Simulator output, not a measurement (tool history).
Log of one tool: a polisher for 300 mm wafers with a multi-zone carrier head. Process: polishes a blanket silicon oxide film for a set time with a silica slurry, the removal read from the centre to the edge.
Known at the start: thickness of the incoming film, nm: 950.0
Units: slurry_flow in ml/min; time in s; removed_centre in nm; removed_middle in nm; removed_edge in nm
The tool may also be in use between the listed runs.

run 1 hour=0.0 | slurry_flow=140 centre_zone=1.00 middle_zone=1.00 edge_zone=1.00 slurry_solids=1.00 time=57 | removed_centre=209.68 removed_middle=214.72 removed_edge=214.39
run 2 hour=6.5 | slurry_flow=140 centre_zone=1.00 middle_zone=1.03 edge_zone=1.00 slurry_solids=1.00 time=57 | removed_centre=211.56 removed_middle=218.88 removed_edge=210.16
run 3 hour=9.6 | slurry_flow=140 centre_zone=1.00 middle_zone=1.09 edge_zone=1.00 slurry_solids=1.00 time=57 | removed_centre=208.83 removed_middle=229.36 removed_edge=209.28
run 4 hour=15.5 | slurry_flow=150 centre_zone=0.99 middle_zone=1.10 edge_zone=1.02 slurry_solids=1.00 time=57 | removed_centre=210.65 removed_middle=232.55 removed_edge=216.18
run 5 hour=18.1 | slurry_flow=155 centre_zone=0.97 middle_zone=1.12 edge_zone=1.02 slurry_solids=1.05 time=57 | removed_centre=210.69 removed_middle=250.91 removed_edge=219.86
run 6 hour=21.9 | slurry_flow=155 centre_zone=0.97 middle_zone=1.12 edge_zone=1.02 slurry_solids=1.05 time=50 | removed_centre=187.61 removed_middle=214.94 removed_edge=190.89
-- hour=22.7 worn pad replaced by a new one
run 7 hour=22.7 | slurry_flow=160 centre_zone=0.96 middle_zone=1.13 edge_zone=1.04 slurry_solids=1.10 time=50 | removed_centre=203.02 removed_middle=241.29 removed_edge=213.83
run 8 hour=30.2 | slurry_flow=200 centre_zone=0.90 middle_zone=1.14 edge_zone=1.09 slurry_solids=1.10 time=50 | removed_centre=200.75 removed_middle=250.78 removed_edge=226.79

The next listed run, before its measurement:
run 9 hour=34.3 | slurry_flow=200 centre_zone=0.90 middle_zone=1.15 edge_zone=1.10 slurry_solids=1.10 time=50 | removed_centre=? removed_middle=? removed_edge=?

removed_centre: 200.37 nm
removed_middle: 256.39 nm
removed_edge: 223.40 nm
